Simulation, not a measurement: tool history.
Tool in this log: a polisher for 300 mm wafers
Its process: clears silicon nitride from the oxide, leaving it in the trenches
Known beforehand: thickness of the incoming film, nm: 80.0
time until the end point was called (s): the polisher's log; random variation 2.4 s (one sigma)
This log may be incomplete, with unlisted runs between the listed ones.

| run | hour | flow of slurry (ml/min) | pressure of the wafer on the pad (kPa) | speed of the pad under the wafer (cm/s) | overpolish time after the end point (s) | time until the end point was called (s) |
|---|---|---|---|---|---|---|
| 1 | 0.0 | 125 | 16.5 | 124 | 7 | 99.946 |
| 2 | 4.9 | 125 | 15.9 | 124 | 7 | 101.000 |
| 3 | 12.4 | 125 | 17.2 | 124 | 7 | 98.485 |
| 4 | 15.1 | 125 | 17.2 | 152 | 7 | 81.954 |
| 5 | 18.3 | 125 | 15.9 | 148 | 7 | 90.349 |
|  | 22.5 | slurry nozzle cleaned |
| 6 | 22.5 | 125 | 15.2 | 144 | 7 | 90.205 |
| 7 | 30.6 | 125 | 14.5 | 136 | 7 | 96.279 |
| 8 | 36.5 | 125 | 13.8 | 128 | 7 | 103.870 |
| 9 | 43.9 | 115 | 9.7 | 110 | 7 | 148.750 |

Run 10 is up next; what results do you expect?
| 10 | 50.5 | 115 | 7.6 | 108 | 7 | ? |

{"run 10": {"time until the end point was called (s)": 176.32}}
